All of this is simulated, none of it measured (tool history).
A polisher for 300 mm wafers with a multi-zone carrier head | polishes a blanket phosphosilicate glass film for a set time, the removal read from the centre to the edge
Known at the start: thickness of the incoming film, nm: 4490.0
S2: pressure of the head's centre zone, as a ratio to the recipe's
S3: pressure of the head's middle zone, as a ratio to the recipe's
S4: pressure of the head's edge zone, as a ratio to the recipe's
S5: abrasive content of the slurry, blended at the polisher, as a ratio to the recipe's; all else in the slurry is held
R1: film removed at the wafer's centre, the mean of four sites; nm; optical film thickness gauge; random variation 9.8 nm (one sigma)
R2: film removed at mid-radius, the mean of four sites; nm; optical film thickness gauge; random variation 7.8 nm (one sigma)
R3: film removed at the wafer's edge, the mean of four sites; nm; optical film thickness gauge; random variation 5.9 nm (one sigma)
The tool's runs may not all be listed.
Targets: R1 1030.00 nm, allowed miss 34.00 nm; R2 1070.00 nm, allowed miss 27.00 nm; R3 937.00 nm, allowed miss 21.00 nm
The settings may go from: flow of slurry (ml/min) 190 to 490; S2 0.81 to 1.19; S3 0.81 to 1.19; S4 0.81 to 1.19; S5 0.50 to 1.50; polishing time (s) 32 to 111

{"run": 1, "hour": 0.0, "flow of slurry (ml/min)": 315, "S2": 1.0, "S3": 1.0, "S4": 1.0, "S5": 1.0, "polishing time (s)": 71, "R1": 682.22, "R2": 657.13, "R3": 670.01}
{"run": 2, "hour": 2.7, "flow of slurry (ml/min)": 330, "S2": 1.02, "S3": 1.04, "S4": 1.01, "S5": 1.1, "polishing time (s)": 72, "R1": 726.8, "R2": 718.06, "R3": 708.7}
{"run": 3, "hour": 8.5, "flow of slurry (ml/min)": 330, "S2": 1.02, "S3": 1.04, "S4": 1.01, "S5": 1.1, "polishing time (s)": 64, "R1": 644.69, "R2": 640.87, "R3": 630.64}
{"run": 4, "hour": 16.3, "flow of slurry (ml/min)": 330, "S2": 1.02, "S3": 1.04, "S4": 1.01, "S5": 1.1, "polishing time (s)": 55, "R1": 550.21, "R2": 544.55, "R3": 545.6}
{"run": 5, "hour": 24.5, "flow of slurry (ml/min)": 340, "S2": 1.04, "S3": 1.07, "S4": 1.02, "S5": 1.2, "polishing time (s)": 59, "R1": 626.08, "R2": 621.01, "R3": 615.79}
{"run": 6, "hour": 28.9, "flow of slurry (ml/min)": 340, "S2": 1.04, "S3": 0.98, "S4": 1.02, "S5": 1.2, "polishing time (s)": 59, "R1": 618.96, "R2": 577.34, "R3": 613.93}
{"run": 7, "hour": 34.2, "flow of slurry (ml/min)": 350, "S2": 1.05, "S3": 1.02, "S4": 1.02, "S5": 1.25, "polishing time (s)": 63, "R1": 690.78, "R2": 651.03, "R3": 655.03}
{"run": 8, "hour": 42.6, "flow of slurry (ml/min)": 355, "S2": 1.05, "S3": 1.05, "S4": 1.03, "S5": 1.3, "polishing time (s)": 66, "R1": 730.65, "R2": 718.23, "R3": 712.3}
{"run": 9, "hour": 48.9, "flow of slurry (ml/min)": 360, "S2": 1.06, "S3": 1.08, "S4": 1.03, "S5": 1.35, "polishing time (s)": 68, "R1": 771.17, "R2": 757.67, "R3": 745.0}
{"run": 10, "hour": 55.6, "flow of slurry (ml/min)": 360, "S2": 1.06, "S3": 1.08, "S4": 1.03, "S5": 1.35, "polishing time (s)": 68, "R1": 774.37, "R2": 758.28, "R3": 746.82}
{"run": 11, "hour": 61.1, "flow of slurry (ml/min)": 370, "S2": 1.06, "S3": 1.1, "S4": 1.02, "S5": 1.4, "polishing time (s)": 71, "R1": 824.39, "R2": 829.53, "R3": 781.9}
{"run": 12, "hour": 69.3, "flow of slurry (ml/min)": 375, "S2": 1.07, "S3": 1.12, "S4": 1.02, "S5": 1.4, "polishing time (s)": 73, "R1": 858.93, "R2": 862.55, "R3": 801.49}

Which of these 4 next moves meets every target?
{"run": "A", "hour": 77.5, "flow of slurry (ml/min)": 335, "S2": 1.06, "S3": 1.14, "S4": 0.96, "S5": 1.35, "polishing time (s)": 85, "R1": "?", "R2": "?", "R3": "?"}
{"run": "B", "hour": 77.5, "flow of slurry (ml/min)": 425, "S2": 1.05, "S3": 1.17, "S4": 1.03, "S5": 1.2, "polishing time (s)": 85, "R1": "?", "R2": "?", "R3": "?"}
{"run": "C", "hour": 77.5, "flow of slurry (ml/min)": 265, "S2": 1.13, "S3": 1.17, "S4": 0.93, "S5": 1.4, "polishing time (s)": 86, "R1": "?", "R2": "?", "R3": "?"}
{"run": "D", "hour": 77.5, "flow of slurry (ml/min)": 425, "S2": 1.08, "S3": 1.17, "S4": 0.98, "S5": 1.25, "polishing time (s)": 90, "R1": "?", "R2": "?", "R3": "?"}

move=A R1=969.71 R2=987.86 R3=884.69
move=B R1=933.17 R2=978.18 R3=881.69
move=C R1=1031.40 R2=1020.20 R3=883.81
move=D R1=1028.00 R2=1052.80 R3=927.42
A: nearer than the last run, and not there yet
B: nearer than the last run, and not there yet
C: nearer than the last run, and not there yet
D: meets every target
Answer: D
